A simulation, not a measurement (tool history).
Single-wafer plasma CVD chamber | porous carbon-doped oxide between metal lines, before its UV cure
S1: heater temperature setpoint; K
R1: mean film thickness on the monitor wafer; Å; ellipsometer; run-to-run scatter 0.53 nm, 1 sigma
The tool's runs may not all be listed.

{"run": 1, "hour": 0.0, "S1": 583.15, "RF power (kW)": 0.585, "deposition time (s)": 17.9, "R1": 1117.0}
{"run": 2, "hour": 7.6, "S1": 581.15, "RF power (kW)": 0.59, "deposition time (s)": 17.9, "R1": 1127.0}
{"run": 3, "hour": 13.1, "S1": 579.15, "RF power (kW)": 0.595, "deposition time (s)": 17.9, "R1": 1158.9}
{"run": 4, "hour": 17.0, "S1": 579.15, "RF power (kW)": 0.595, "deposition time (s)": 17.9, "R1": 1157.4}
{"run": 5, "hour": 21.1, "S1": 579.15, "RF power (kW)": 0.515, "deposition time (s)": 17.9, "R1": 1012.8}
{"run": 6, "hour": 22.9, "S1": 579.15, "RF power (kW)": 0.55, "deposition time (s)": 17.9, "R1": 1071.2}
{"run": 7, "hour": 28.3, "S1": 577.15, "RF power (kW)": 0.555, "deposition time (s)": 17.9, "R1": 1104.9}

What will run 8 give?
{"run": 8, "hour": 35.2, "S1": 575.15, "RF power (kW)": 0.555, "deposition time (s)": 17.9, "R1": "?"}

R1: 1115.8 Å
